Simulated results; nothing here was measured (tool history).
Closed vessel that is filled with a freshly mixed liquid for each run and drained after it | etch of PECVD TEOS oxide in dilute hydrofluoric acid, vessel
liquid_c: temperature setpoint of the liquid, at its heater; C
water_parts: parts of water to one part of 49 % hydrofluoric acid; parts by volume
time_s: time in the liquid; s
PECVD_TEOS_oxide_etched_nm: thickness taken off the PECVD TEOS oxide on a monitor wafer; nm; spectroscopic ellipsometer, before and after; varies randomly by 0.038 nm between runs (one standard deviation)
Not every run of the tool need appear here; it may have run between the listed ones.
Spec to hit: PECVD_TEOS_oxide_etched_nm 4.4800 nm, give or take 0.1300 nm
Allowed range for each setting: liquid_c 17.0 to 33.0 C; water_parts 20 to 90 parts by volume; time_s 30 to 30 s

run,hour,liquid_c,water_parts,time_s,PECVD_TEOS_oxide_etched_nm
1,0.0,25.0,50,30,7.3147
2,2.3,25.0,35,30,10.5270
3,5.9,24.0,40,30,8.8925
4,9.3,23.0,45,30,7.5001
5,16.3,22.0,45,30,7.3054
6,23.5,21.5,45,30,7.0122
7,28.4,21.5,45,30,6.9311
8,30.7,21.0,45,30,6.9497
9,32.5,20.5,45,30,6.7219
10,35.0,20.0,45,30,6.5600
11,43.8,19.5,45,30,6.4323
# hour 51.9: thermometer replaced
12,51.9,19.5,45,30,6.8017
13,57.9,19.0,45,30,6.6410
14,61.4,18.5,45,30,6.4546

Which one of the following 4 next-run settings gets every result inside its allowed miss? There is exactly one.
A,64.9,17.0,60,30,?
B,64.9,21.0,45,30,?
C,64.9,21.5,40,30,?
D,64.9,17.0,25,30,?

move,PECVD_TEOS_oxide_etched_nm
A,4.5384
B,7.3064
C,8.4479
D,11.3250
A: meets every target
B: the biggest miss grows against the last run
C: the biggest miss grows against the last run
D: the biggest miss grows against the last run
The move that meets every target is A.
